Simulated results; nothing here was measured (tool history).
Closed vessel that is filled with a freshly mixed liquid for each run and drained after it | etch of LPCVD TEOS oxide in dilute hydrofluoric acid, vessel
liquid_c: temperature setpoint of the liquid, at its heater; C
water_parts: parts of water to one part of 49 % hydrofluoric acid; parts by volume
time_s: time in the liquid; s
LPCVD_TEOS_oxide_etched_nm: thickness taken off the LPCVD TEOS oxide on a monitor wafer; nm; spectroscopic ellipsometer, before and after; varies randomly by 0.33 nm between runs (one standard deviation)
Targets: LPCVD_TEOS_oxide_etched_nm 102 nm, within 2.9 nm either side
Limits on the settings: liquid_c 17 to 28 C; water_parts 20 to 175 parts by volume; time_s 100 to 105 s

| run | hour | liquid_c | water_parts | time_s | LPCVD_TEOS_oxide_etched_nm |
|---|---|---|---|---|---|
| 1 | 0 | 20 | 95 | 100 | 33.924 |
| 2 | 8 | 20 | 125 | 100 | 24.851 |
| 3 | 16.2 | 21 | 110 | 100 | 30.013 |
| 4 | 22.5 | 22 | 100 | 100 | 34.962 |
| 5 | 31.4 | 22 | 125 | 100 | 27.086 |
| 6 | 39.6 | 22 | 125 | 100 | 26.882 |
| 7 | 42.5 | 22.5 | 110 | 100 | 32.053 |
| 8 | 47.6 | 26.5 | 70 | 100 | 61.995 |
| 9 | 54 | 26.5 | 65 | 100 | 67.099 |
| 10 | 61.2 | 26.5 | 60 | 100 | 72.717 |
| 11 | 67.1 | 26.5 | 55 | 100 | 80.479 |

4 next moves are on the table. One of them brings every result within its allowed miss. Which?
| A | 73 | 23 | 40 | 105 | ? |
| B | 73 | 27 | 60 | 100 | ? |
| C | 73 | 26.5 | 40 | 105 | ? |
| D | 73 | 27.5 | 75 | 100 | ? |

| move | LPCVD_TEOS_oxide_etched_nm |
|---|---|
| A | 102.44 |
| B | 74.528 |
| C | 118.35 |
| D | 59.55 |
A: every result lands within tolerance
B: misses by more than the last run did
C: the result that was furthest off in the last run now lies on the other side of its target
D: misses by more than the last run did
Answer: A

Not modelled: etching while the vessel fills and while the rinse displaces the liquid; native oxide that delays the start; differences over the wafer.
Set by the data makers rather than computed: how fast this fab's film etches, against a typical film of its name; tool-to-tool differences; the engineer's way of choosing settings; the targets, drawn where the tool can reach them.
